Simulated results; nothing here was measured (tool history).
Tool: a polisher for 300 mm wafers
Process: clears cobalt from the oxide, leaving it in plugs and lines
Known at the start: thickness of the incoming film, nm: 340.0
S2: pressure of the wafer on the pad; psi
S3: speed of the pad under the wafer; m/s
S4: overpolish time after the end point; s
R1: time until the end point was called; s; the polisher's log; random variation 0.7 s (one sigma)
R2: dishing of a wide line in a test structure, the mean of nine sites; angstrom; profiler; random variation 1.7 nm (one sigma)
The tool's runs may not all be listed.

{"run": 1, "hour": 0.0, "flow of slurry (ml/min)": 290, "S2": 2.2, "S3": 1.08, "S4": 17, "R1": 52.049, "R2": 636.54}
{"run": 2, "hour": 5.0, "flow of slurry (ml/min)": 290, "S2": 2.2, "S3": 0.84, "S4": 17, "R1": 63.414, "R2": 570.29}
{"run": 3, "hour": 10.3, "flow of slurry (ml/min)": 290, "S2": 2.4, "S3": 0.84, "S4": 17, "R1": 58.488, "R2": 593.76}
{"run": 4, "hour": 18.4, "flow of slurry (ml/min)": 290, "S2": 2.4, "S3": 0.84, "S4": 10, "R1": 58.485, "R2": 435.83}
{"run": 5, "hour": 22.0, "flow of slurry (ml/min)": 290, "S2": 2.5, "S3": 0.84, "S4": 11, "R1": 54.722, "R2": 461.41}
{"run": 6, "hour": 27.8, "flow of slurry (ml/min)": 290, "S2": 2.5, "S3": 0.7, "S4": 11, "R1": 66.668, "R2": 407.46}
{"run": 7, "hour": 32.9, "flow of slurry (ml/min)": 290, "S2": 2.6, "S3": 0.72, "S4": 12, "R1": 59.037, "R2": 470.2}
{"run": 8, "hour": 40.2, "flow of slurry (ml/min)": 290, "S2": 2.7, "S3": 0.72, "S4": 13, "R1": 59.64, "R2": 487.76}
{"run": 9, "hour": 44.9, "flow of slurry (ml/min)": 290, "S2": 2.8, "S3": 0.74, "S4": 13, "R1": 55.646, "R2": 508.92}
{"run": 10, "hour": 53.1, "flow of slurry (ml/min)": 290, "S2": 2.9, "S3": 0.76, "S4": 13, "R1": 52.074, "R2": 513.77}
{"run": 11, "hour": 61.7, "flow of slurry (ml/min)": 290, "S2": 2.9, "S3": 0.78, "S4": 14, "R1": 52.728, "R2": 568.02}
{"run": 12, "hour": 63.7, "flow of slurry (ml/min)": 290, "S2": 3.0, "S3": 0.8, "S4": 14, "R1": 50.309, "R2": 576.19}
{"run": 13, "hour": 67.2, "flow of slurry (ml/min)": 290, "S2": 3.0, "S3": 0.82, "S4": 14, "R1": 48.661, "R2": 582.44}

The next listed run, before its measurement:
{"run": 14, "hour": 70.8, "flow of slurry (ml/min)": 290, "S2": 3.0, "S3": 0.84, "S4": 14, "R1": "?", "R2": "?"}

Run 14 gave R1 47.228 s, R2 619.22 angstrom.
